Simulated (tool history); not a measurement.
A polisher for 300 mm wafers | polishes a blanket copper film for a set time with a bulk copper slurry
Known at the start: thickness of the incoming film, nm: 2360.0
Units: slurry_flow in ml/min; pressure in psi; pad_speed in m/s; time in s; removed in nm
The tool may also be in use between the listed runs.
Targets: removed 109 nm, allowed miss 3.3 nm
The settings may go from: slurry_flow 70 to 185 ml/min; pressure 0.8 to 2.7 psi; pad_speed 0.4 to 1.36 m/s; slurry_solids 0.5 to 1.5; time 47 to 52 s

run	hour	slurry_flow	pressure	pad_speed	slurry_solids	time	removed
1	0	120	1.7	0.88	1	52	188.57
2	1.2	115	1.5	0.88	1	52	167.44
3	4.1	85	1.5	0.88	1	52	156.76
4	12.3	85	1.5	0.88	1	52	159.39
5	16.6	85	1.4	0.88	1	52	147.16
6	25.6	85	1.3	0.88	1	52	139.58
7	29.5	85	1.2	0.88	1	52	130.79
8	35.6	85	1.1	0.88	1	52	119.48

Which of these 4 next moves meets every target?
A	41.7	70	1.3	0.72	1.05	50	?
B	41.7	90	1.2	0.92	0.95	52	?
C	41.7	95	1	0.9	0.95	52	?
D	41.7	110	0.9	1.1	0.9	49	?

move	removed
A	107.67
B	134.96
C	114.9
D	121.52
A: meets every target
B: further off than the last run
C: nearer than the last run, and not there yet
D: further off than the last run
Answer: A

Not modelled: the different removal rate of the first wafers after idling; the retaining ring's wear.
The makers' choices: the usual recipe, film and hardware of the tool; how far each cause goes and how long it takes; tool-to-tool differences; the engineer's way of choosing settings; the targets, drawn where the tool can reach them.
